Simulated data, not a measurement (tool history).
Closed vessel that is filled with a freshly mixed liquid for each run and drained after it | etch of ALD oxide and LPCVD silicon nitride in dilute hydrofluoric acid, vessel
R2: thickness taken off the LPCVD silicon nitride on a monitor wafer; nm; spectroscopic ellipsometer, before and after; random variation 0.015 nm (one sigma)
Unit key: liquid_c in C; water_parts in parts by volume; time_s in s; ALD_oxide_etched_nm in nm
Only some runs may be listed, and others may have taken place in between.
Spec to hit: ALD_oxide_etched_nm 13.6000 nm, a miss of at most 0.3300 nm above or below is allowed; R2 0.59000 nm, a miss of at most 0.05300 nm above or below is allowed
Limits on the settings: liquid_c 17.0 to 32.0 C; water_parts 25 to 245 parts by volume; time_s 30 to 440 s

Run 1, day 0.000: liquid_c 24.0 C, water_parts 135 parts by volume, time_s 225 s. Result: ALD_oxide_etched_nm 15.4030 nm, R2 0.82586 nm.
Run 2, day 0.271: liquid_c 27.0 C, water_parts 135 parts by volume, time_s 225 s. Result: ALD_oxide_etched_nm 17.5210 nm, R2 1.03520 nm.
Run 3, day 0.354: liquid_c 24.5 C, water_parts 130 parts by volume, time_s 225 s. Result: ALD_oxide_etched_nm 16.5720 nm, R2 0.88514 nm.
Run 4, day 0.654: liquid_c 23.0 C, water_parts 130 parts by volume, time_s 225 s. Result: ALD_oxide_etched_nm 15.5280 nm, R2 0.80691 nm.
Run 5, day 0.821: liquid_c 23.0 C, water_parts 130 parts by volume, time_s 140 s. Result: ALD_oxide_etched_nm 9.6397 nm, R2 0.48222 nm.
Run 6, day 1.021: liquid_c 25.5 C, water_parts 130 parts by volume, time_s 140 s. Result: ALD_oxide_etched_nm 10.7320 nm, R2 0.58103 nm.
Run 7, day 1.338: liquid_c 25.0 C, water_parts 115 parts by volume, time_s 135 s. Result: ALD_oxide_etched_nm 11.5740 nm, R2 0.63344 nm.
Run 8, day 1.467: liquid_c 21.5 C, water_parts 80 parts by volume, time_s 140 s. Result: ALD_oxide_etched_nm 15.5930 nm, R2 0.72355 nm.
Run 9, day 1.550: liquid_c 21.0 C, water_parts 80 parts by volume, time_s 140 s. Result: ALD_oxide_etched_nm 15.4900 nm, R2 0.74602 nm.
Run 10, day 1.758: liquid_c 20.0 C, water_parts 80 parts by volume, time_s 140 s. Result: ALD_oxide_etched_nm 14.7030 nm, R2 0.68389 nm.
Run 11, day 2.029: liquid_c 19.0 C, water_parts 80 parts by volume, time_s 140 s. Result: ALD_oxide_etched_nm 14.1450 nm, R2 0.61878 nm.
Run 12, day 2.354: liquid_c 18.5 C, water_parts 85 parts by volume, time_s 140 s. Result: ALD_oxide_etched_nm 12.9360 nm, R2 0.58710 nm.

Which one of the following 4 next-run settings gets every result inside its allowed miss? There is exactly one.
Run A, day 2.679: liquid_c 18.0 C, water_parts 100 parts by volume, time_s 165 s. Result: ALD_oxide_etched_nm ?, R2 ?.
Run B, day 2.679: liquid_c 24.0 C, water_parts 135 parts by volume, time_s 180 s. Result: ALD_oxide_etched_nm ?, R2 ?.
Run C, day 2.679: liquid_c 21.0 C, water_parts 100 parts by volume, time_s 150 s. Result: ALD_oxide_etched_nm ?, R2 ?.
Run D, day 2.679: liquid_c 18.5 C, water_parts 70 parts by volume, time_s 120 s. Result: ALD_oxide_etched_nm ?, R2 ?.

move  ALD_oxide_etched_nm       R2
   A              12.4450  0.56994
   B              12.3120  0.69312
   C              12.8040  0.63606
   D              13.6460  0.60697
A: further off than the last run
B: further off than the last run
C: further off than the last run
D: each result inside its tolerance
So the answer is move D, the one that meets all the targets.

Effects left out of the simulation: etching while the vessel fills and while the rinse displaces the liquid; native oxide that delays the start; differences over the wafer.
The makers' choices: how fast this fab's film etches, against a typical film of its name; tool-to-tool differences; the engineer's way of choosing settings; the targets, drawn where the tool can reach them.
